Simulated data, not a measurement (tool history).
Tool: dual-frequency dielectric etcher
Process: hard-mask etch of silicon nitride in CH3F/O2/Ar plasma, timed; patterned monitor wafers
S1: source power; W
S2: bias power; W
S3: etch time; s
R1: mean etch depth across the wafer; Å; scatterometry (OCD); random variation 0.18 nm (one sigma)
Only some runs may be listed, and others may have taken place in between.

run    day   S1  S2     S3      R1
  1  0.000  340  89  105.5  712.38
  2  0.271  340  78  105.5  671.12
  3  0.492  360  79  105.5  694.67
  4  0.579  360  79   96.5  633.84
  5  0.838  370  84   97.0  663.12
  6  1.042  370  84   96.5  661.09

What will run 7 give?
  7  1.312  380  88  97.0   ?

{"run 7": {"R1": 683.18}}
